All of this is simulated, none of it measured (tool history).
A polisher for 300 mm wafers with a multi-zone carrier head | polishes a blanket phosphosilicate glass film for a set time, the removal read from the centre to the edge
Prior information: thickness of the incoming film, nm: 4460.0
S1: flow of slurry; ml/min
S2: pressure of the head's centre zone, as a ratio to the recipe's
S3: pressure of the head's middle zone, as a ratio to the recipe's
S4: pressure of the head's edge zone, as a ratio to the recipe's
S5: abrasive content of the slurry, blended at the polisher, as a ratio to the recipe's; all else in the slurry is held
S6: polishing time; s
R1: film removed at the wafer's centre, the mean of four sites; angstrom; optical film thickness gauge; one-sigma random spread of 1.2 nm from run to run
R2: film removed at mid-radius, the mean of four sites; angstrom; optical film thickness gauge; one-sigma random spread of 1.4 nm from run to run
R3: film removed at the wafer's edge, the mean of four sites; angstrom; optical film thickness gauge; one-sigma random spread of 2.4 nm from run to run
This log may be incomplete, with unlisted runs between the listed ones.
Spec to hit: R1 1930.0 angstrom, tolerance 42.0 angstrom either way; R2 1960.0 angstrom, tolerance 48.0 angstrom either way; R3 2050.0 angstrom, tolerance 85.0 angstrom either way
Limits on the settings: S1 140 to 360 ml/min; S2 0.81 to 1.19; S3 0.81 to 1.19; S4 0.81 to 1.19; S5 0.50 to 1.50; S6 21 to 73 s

{"run": 1, "hour": 0.0, "S1": 230, "S2": 1.0, "S3": 1.0, "S4": 1.0, "S5": 1.0, "S6": 47, "R1": 3119.8, "R2": 3103.6, "R3": 3131.0}
{"run": 2, "hour": 2.1, "S1": 230, "S2": 1.0, "S3": 0.92, "S4": 1.0, "S5": 1.0, "S6": 47, "R1": 3120.4, "R2": 2919.9, "R3": 3145.3}
{"run": 3, "hour": 10.7, "S1": 225, "S2": 0.98, "S3": 0.91, "S4": 0.97, "S5": 0.9, "S6": 46, "R1": 2860.1, "R2": 2719.4, "R3": 2831.1}
{"run": 4, "hour": 15.8, "S1": 215, "S2": 0.96, "S3": 0.89, "S4": 0.97, "S5": 0.85, "S6": 45, "R1": 2636.8, "R2": 2509.1, "R3": 2729.0}
{"run": 5, "hour": 19.7, "S1": 210, "S2": 0.94, "S3": 0.88, "S4": 0.94, "S5": 0.8, "S6": 45, "R1": 2510.1, "R2": 2428.4, "R3": 2645.3}
{"run": 6, "hour": 20.4, "S1": 210, "S2": 0.94, "S3": 0.88, "S4": 1.0, "S5": 0.8, "S6": 45, "R1": 2502.8, "R2": 2409.6, "R3": 2676.9}
{"run": 7, "hour": 27.6, "S1": 210, "S2": 0.93, "S3": 0.88, "S4": 0.97, "S5": 0.75, "S6": 44, "R1": 2326.4, "R2": 2275.8, "R3": 2469.0}
{"run": 8, "hour": 33.1, "S1": 215, "S2": 0.92, "S3": 0.87, "S4": 0.95, "S5": 0.7, "S6": 44, "R1": 2279.1, "R2": 2206.0, "R3": 2459.4}
{"run": 9, "hour": 42.0, "S1": 205, "S2": 0.92, "S3": 0.88, "S4": 0.93, "S5": 0.65, "S6": 44, "R1": 2176.2, "R2": 2165.8, "R3": 2340.9}
{"run": 10, "hour": 50.7, "S1": 200, "S2": 0.92, "S3": 0.88, "S4": 0.91, "S5": 0.6, "S6": 44, "R1": 2088.0, "R2": 2068.3, "R3": 2236.1}
{"run": 11, "hour": 59.4, "S1": 195, "S2": 0.92, "S3": 0.88, "S4": 0.9, "S5": 0.6, "S6": 44, "R1": 2057.8, "R2": 2049.3, "R3": 2214.3}
{"run": 12, "hour": 61.7, "S1": 185, "S2": 0.92, "S3": 0.88, "S4": 0.89, "S5": 0.6, "S6": 44, "R1": 2040.4, "R2": 2053.9, "R3": 2155.3}
{"run": 13, "hour": 63.7, "S1": 180, "S2": 0.92, "S3": 0.88, "S4": 0.89, "S5": 0.6, "S6": 44, "R1": 2049.7, "R2": 2028.5, "R3": 2162.6}
{"run": 14, "hour": 68.6, "S1": 175, "S2": 0.92, "S3": 0.88, "S4": 0.88, "S5": 0.6, "S6": 44, "R1": 2052.0, "R2": 2023.2, "R3": 2141.9}
{"run": 15, "hour": 77.4, "S1": 170, "S2": 0.91, "S3": 0.88, "S4": 0.88, "S5": 0.6, "S6": 44, "R1": 2008.3, "R2": 1994.8, "R3": 2157.3}
{"run": 16, "hour": 81.4, "S1": 155, "S2": 0.89, "S3": 0.89, "S4": 0.81, "S5": 0.55, "S6": 44, "R1": 1844.7, "R2": 1895.9, "R3": 1989.5}
{"run": 17, "hour": 89.9, "S1": 160, "S2": 0.89, "S3": 0.89, "S4": 0.81, "S5": 0.55, "S6": 44, "R1": 1842.4, "R2": 1937.2, "R3": 2001.0}
{"run": 18, "hour": 97.9, "S1": 165, "S2": 0.89, "S3": 0.89, "S4": 0.81, "S5": 0.55, "S6": 44, "R1": 1883.6, "R2": 1925.4, "R3": 1993.7}
{"run": 19, "hour": 100.3, "S1": 170, "S2": 0.89, "S3": 0.89, "S4": 0.81, "S5": 0.55, "S6": 44, "R1": 1895.7, "R2": 1921.9, "R3": 1993.4}

Exactly one of the 4 candidate moves below puts every result within its allowed miss. Which one?
{"run": "A", "hour": 102.7, "S1": 180, "S2": 0.97, "S3": 0.99, "S4": 0.81, "S5": 0.55, "S6": 41, "R1": "?", "R2": "?", "R3": "?"}
{"run": "B", "hour": 102.7, "S1": 200, "S2": 0.84, "S3": 0.87, "S4": 0.89, "S5": 0.55, "S6": 44, "R1": "?", "R2": "?", "R3": "?"}
{"run": "C", "hour": 102.7, "S1": 155, "S2": 0.9, "S3": 0.81, "S4": 0.81, "S5": 0.5, "S6": 48, "R1": "?", "R2": "?", "R3": "?"}
{"run": "D", "hour": 102.7, "S1": 145, "S2": 0.91, "S3": 0.9, "S4": 0.82, "S5": 0.5, "S6": 48, "R1": "?", "R2": "?", "R3": "?"}

move=A R1=1944.8 R2=1991.1 R3=1868.1
move=B R1=1838.9 R2=1953.2 R3=2095.5
move=C R1=1949.3 R2=1831.8 R3=2049.8
move=D R1=1940.9 R2=1969.1 R3=2034.3
A: meets the target for the result that was furthest off, but another lies outside its allowed miss
B: its largest miss is bigger than the last run's
C: meets the target for the result that was furthest off, but another lies outside its allowed miss
D: every result within its allowed miss
So the answer is move D, the one that meets all the targets.

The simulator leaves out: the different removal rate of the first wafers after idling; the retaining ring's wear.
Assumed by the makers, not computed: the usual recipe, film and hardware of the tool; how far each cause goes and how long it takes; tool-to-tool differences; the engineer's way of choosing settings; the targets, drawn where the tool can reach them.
